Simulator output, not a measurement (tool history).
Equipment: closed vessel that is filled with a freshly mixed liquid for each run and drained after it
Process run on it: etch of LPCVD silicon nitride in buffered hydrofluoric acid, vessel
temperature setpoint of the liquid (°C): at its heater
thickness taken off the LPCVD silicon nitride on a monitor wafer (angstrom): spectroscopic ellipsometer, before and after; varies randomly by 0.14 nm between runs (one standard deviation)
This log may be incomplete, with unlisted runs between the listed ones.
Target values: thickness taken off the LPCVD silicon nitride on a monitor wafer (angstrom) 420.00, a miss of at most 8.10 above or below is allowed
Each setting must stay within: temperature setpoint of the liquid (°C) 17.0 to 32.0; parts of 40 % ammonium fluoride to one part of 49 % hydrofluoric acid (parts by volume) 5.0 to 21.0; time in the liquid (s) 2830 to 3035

run	hour	temperature setpoint of the liquid (°C)	parts of 40 % ammonium fluoride to one part of 49 % hydrofluoric acid (parts by volume)	time in the liquid (s)	thickness taken off the LPCVD silicon nitride on a monitor wafer (angstrom)
1	0.0	24.0	13.0	2830	298.19
2	8.6	24.0	10.0	2830	387.86
3	15.2	24.5	10.0	2830	396.34
4	19.3	25.0	10.0	2830	409.92
5	26.4	25.0	10.0	3035	439.54
6	28.5	25.0	13.0	3035	341.41
7	31.6	26.0	13.0	3035	358.78
8	35.8	29.5	13.0	3035	430.80

Which one of the following 5 next-run settings gets every result inside its allowed miss? There is exactly one.
A	40.0	32.0	14.5	2860	?
B	40.0	28.5	12.5	2845	?
C	40.0	28.0	11.5	2985	?
D	40.0	30.0	14.0	3000	?
E	40.0	30.5	15.0	3035	?

move	thickness taken off the LPCVD silicon nitride on a monitor wafer (angstrom)
A	415.66
B	397.89
C	441.01
D	406.49
E	394.58
A: every result within its allowed miss
B: takes the result that was furthest off past its target
C: moves away from the targets compared with the last run
D: takes the result that was furthest off past its target
E: takes the result that was furthest off past its target
The move that meets every target is A.
